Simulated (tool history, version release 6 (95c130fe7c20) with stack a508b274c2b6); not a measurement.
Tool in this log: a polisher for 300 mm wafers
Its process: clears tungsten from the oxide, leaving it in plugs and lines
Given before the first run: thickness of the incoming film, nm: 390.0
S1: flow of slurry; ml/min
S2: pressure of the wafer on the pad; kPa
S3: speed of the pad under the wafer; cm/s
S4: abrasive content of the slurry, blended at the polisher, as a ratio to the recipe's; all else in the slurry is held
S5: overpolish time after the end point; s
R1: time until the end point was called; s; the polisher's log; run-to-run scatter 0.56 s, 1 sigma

run  hour   S1    S2  S3   S4  S5      R1
  1   0.0  310  30.3  96  1.0   4  72.969
  2   7.9  310  31.7  96  1.0   4  70.175
  3  13.7  360  31.7  96  1.0   4  68.502
  4  18.4  405  31.7  96  1.0   4  68.930
  5  24.1  405  31.7  96  0.8   4  71.891
  6  31.7  405  33.1  96  0.8   4  69.311
     39.9  -- slurry blender recalibrated
  7  39.9  405  34.5  96  0.8   4  60.422

Run 8 has not been measured yet. What should we expect?
  8  40.8  405  36.5  96  0.8   4   ?

R1: 58.069 s
